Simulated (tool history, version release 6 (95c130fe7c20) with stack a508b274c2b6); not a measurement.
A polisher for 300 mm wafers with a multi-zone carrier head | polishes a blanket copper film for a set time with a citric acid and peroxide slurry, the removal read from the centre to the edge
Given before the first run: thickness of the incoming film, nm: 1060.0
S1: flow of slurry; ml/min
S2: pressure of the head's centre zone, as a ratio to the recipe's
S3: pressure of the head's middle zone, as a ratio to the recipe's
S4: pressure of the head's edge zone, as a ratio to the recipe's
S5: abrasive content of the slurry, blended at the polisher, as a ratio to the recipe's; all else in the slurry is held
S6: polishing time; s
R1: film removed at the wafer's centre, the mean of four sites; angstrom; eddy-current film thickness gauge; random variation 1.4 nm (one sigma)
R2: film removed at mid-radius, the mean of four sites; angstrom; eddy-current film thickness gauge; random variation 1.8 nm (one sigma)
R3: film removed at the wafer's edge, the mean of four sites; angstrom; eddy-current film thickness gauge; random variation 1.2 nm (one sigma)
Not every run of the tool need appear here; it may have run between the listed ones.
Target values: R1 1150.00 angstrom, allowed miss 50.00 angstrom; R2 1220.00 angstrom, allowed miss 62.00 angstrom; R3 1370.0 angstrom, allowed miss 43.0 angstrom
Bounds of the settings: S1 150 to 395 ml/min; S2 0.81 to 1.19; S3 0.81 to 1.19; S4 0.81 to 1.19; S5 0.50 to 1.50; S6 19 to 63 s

Run 1, hour 0.0: S1 250 ml/min, S2 1.00, S3 1.00, S4 1.00, S5 1.00, S6 41 s. Result: R1 816.22 angstrom, R2 944.40 angstrom, R3 917.2 angstrom.
Run 2, hour 1.9: S1 255 ml/min, S2 1.01, S3 0.98, S4 1.05, S5 1.15, S6 44 s. Result: R1 915.89 angstrom, R2 1009.00 angstrom, R3 1015.2 angstrom.
Run 3, hour 4.9: S1 255 ml/min, S2 1.01, S3 0.98, S4 1.05, S5 1.05, S6 44 s. Result: R1 890.51 angstrom, R2 976.44 angstrom, R3 1023.9 angstrom.
Run 4, hour 10.1: S1 260 ml/min, S2 1.01, S3 0.98, S4 1.08, S5 1.10, S6 47 s. Result: R1 972.73 angstrom, R2 1085.20 angstrom, R3 1100.2 angstrom.
Run 5, hour 11.0: S1 260 ml/min, S2 1.01, S3 0.98, S4 1.08, S5 1.10, S6 51 s. Result: R1 1034.60 angstrom, R2 1149.40 angstrom, R3 1187.3 angstrom.
Run 6, hour 16.1: S1 265 ml/min, S2 1.01, S3 0.96, S4 1.11, S5 1.15, S6 52 s. Result: R1 1081.60 angstrom, R2 1187.90 angstrom, R3 1247.9 angstrom.
Run 7, hour 19.8: S1 270 ml/min, S2 1.01, S3 0.94, S4 1.14, S5 1.20, S6 53 s. Result: R1 1100.40 angstrom, R2 1176.10 angstrom, R3 1314.6 angstrom.
Run 8, hour 20.3: S1 270 ml/min, S2 1.01, S3 0.94, S4 1.14, S5 1.20, S6 53 s. Result: R1 1095.10 angstrom, R2 1179.60 angstrom, R3 1287.6 angstrom.

Which single option among these 4 for the next run brings every result within its allowed miss of target? Just one does.
Run A, hour 20.8: S1 310 ml/min, S2 0.98, S3 0.99, S4 1.11, S5 1.50, S6 47 s. Result: R1 ?, R2 ?, R3 ?.
Run B, hour 20.8: S1 250 ml/min, S2 1.02, S3 0.85, S4 1.19, S5 1.25, S6 55 s. Result: R1 ?, R2 ?, R3 ?.
Run C, hour 20.8: S1 300 ml/min, S2 1.00, S3 0.94, S4 1.12, S5 1.25, S6 53 s. Result: R1 ?, R2 ?, R3 ?.
Run D, hour 20.8: S1 245 ml/min, S2 0.96, S3 0.87, S4 1.04, S5 1.15, S6 59 s. Result: R1 ?, R2 ?, R3 ?.

move       R1       R2      R3
   A   989.70  1135.10  1199.4
   B  1141.90  1112.20  1385.2
   C  1098.60  1183.40  1313.0
   D  1136.30  1197.50  1379.1
A: its largest miss is bigger than the last run's
B: gets the furthest-off result to its target, but another result is out of tolerance
C: closes in on the targets versus the last run, not all within tolerance yet
D: each result inside its tolerance
D is the move that brings every result within its allowed miss.
